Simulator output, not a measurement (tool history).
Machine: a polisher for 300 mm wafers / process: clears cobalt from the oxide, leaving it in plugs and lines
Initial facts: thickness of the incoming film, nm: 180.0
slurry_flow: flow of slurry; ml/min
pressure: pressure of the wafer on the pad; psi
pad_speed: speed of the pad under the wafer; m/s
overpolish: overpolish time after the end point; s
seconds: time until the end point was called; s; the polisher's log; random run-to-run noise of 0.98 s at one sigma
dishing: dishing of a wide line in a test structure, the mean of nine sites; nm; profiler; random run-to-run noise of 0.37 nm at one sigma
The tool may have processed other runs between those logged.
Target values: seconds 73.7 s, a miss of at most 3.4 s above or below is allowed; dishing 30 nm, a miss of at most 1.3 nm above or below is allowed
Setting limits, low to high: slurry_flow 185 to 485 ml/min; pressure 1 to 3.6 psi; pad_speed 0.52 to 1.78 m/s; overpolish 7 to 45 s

run	hour	slurry_flow	pressure	pad_speed	overpolish	seconds	dishing
1	0	310	2.3	1.14	23	33.256	44.097
2	2.1	340	2.3	1.14	23	32.406	45.805
3	8.7	290	1.9	1.06	18	42.942	38.654
4	13.7	290	1.9	1.06	11	43.097	29.71
5	17.7	345	1.9	1.06	11	41.689	29.698
6	24.2	410	1.9	1.06	11	42.748	30.476
# hour 30.1: slurry nozzle cleaned
7	30.1	410	1.6	1	13	50.633	29.171
8	35.8	410	1.4	0.96	16	59.705	30.893
9	38	410	1.3	0.96	16	64.221	28.684

Pick the move, out of 4, that brings all results within their allowed miss; only one does.
A	40.2	385	1.3	0.96	15	?	?
B	40.2	405	1.3	0.94	16	?	?
C	40.2	440	1.4	1	15	?	?
D	40.2	330	1.2	0.92	19	?	?

move	seconds	dishing
A	64.263	28.256
B	65.34	29.121
C	57.15	30.337
D	72.988	30.255
A: just as far off the targets as the last run
B: nearer than the last run, and not there yet
C: the biggest miss grows against the last run
D: every result lands within tolerance
The move that meets every target is D.
